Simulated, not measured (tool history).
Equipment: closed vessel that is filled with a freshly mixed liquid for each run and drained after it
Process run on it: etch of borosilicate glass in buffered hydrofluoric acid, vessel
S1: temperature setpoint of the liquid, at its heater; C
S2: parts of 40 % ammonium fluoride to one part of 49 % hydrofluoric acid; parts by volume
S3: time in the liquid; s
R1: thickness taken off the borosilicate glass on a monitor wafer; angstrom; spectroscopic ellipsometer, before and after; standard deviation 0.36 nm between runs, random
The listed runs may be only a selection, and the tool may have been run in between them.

run	hour	S1	S2	S3	R1
1	0.0	23.0	22.0	135	704.08
2	2.7	24.0	22.0	135	752.34
3	11.2	24.0	22.0	135	744.71
4	16.4	25.0	22.0	135	788.52
5	24.7	25.5	22.0	135	807.06
6	29.6	25.5	15.5	135	1110.90
7	31.6	25.0	15.5	135	1083.60
8	33.9	24.5	15.5	135	1058.60
9	36.8	24.0	15.5	135	1026.70

Expected results for the next run?
10	41.6	23.5	15.5	135	?

Logged for run 10: R1 998.99 angstrom.
